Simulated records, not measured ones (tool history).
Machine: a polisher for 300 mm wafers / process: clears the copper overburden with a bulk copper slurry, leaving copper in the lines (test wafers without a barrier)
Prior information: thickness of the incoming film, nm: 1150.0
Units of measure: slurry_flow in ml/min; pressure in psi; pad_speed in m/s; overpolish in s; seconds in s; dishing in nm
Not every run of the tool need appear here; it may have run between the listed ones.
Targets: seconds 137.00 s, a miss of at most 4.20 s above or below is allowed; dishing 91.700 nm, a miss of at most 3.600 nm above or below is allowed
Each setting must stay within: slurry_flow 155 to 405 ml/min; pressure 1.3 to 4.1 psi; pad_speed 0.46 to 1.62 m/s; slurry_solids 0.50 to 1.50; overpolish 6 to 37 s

run 1 hour=0.0 | slurry_flow=260 pressure=2.7 pad_speed=1.04 slurry_solids=1.00 overpolish=19 | seconds=139.36 dishing=75.233
run 2 hour=2.4 | slurry_flow=260 pressure=2.7 pad_speed=1.04 slurry_solids=1.00 overpolish=20 | seconds=139.27 dishing=77.308
run 3 hour=9.8 | slurry_flow=260 pressure=2.7 pad_speed=1.04 slurry_solids=0.80 overpolish=20 | seconds=149.44 dishing=74.950
run 4 hour=17.6 | slurry_flow=305 pressure=2.7 pad_speed=1.04 slurry_solids=0.80 overpolish=20 | seconds=144.69 dishing=74.443
run 5 hour=23.9 | slurry_flow=305 pressure=2.7 pad_speed=1.04 slurry_solids=0.80 overpolish=21 | seconds=143.81 dishing=77.738
run 6 hour=30.9 | slurry_flow=305 pressure=2.7 pad_speed=1.04 slurry_solids=0.70 overpolish=21 | seconds=150.10 dishing=77.922
run 7 hour=38.2 | slurry_flow=310 pressure=2.7 pad_speed=1.04 slurry_solids=0.70 overpolish=21 | seconds=150.57 dishing=77.072
run 8 hour=46.7 | slurry_flow=315 pressure=2.9 pad_speed=1.04 slurry_solids=0.70 overpolish=23 | seconds=140.14 dishing=84.027

Which single option among these 4 for the next run brings every result within its allowed miss of target? Just one does.
run A hour=55.2 | slurry_flow=255 pressure=3.6 pad_speed=0.94 slurry_solids=0.55 overpolish=25 | seconds=? dishing=?
run B hour=55.2 | slurry_flow=305 pressure=3.3 pad_speed=0.92 slurry_solids=0.70 overpolish=22 | seconds=? dishing=?
run C hour=55.2 | slurry_flow=305 pressure=2.6 pad_speed=1.20 slurry_solids=0.60 overpolish=23 | seconds=? dishing=?
run D hour=55.2 | slurry_flow=280 pressure=2.7 pad_speed=1.12 slurry_solids=0.65 overpolish=30 | seconds=? dishing=?

move=A seconds=136.66 dishing=92.323
move=B seconds=139.23 dishing=84.422
move=C seconds=141.64 dishing=82.261
move=D seconds=144.00 dishing=92.780
A: all results land within tolerance of their targets
B: nearer than the last run, and not there yet
C: lands further from the targets than the last run did
D: puts the biggest miss on target and leaves a different result outside tolerance
The right move is A.
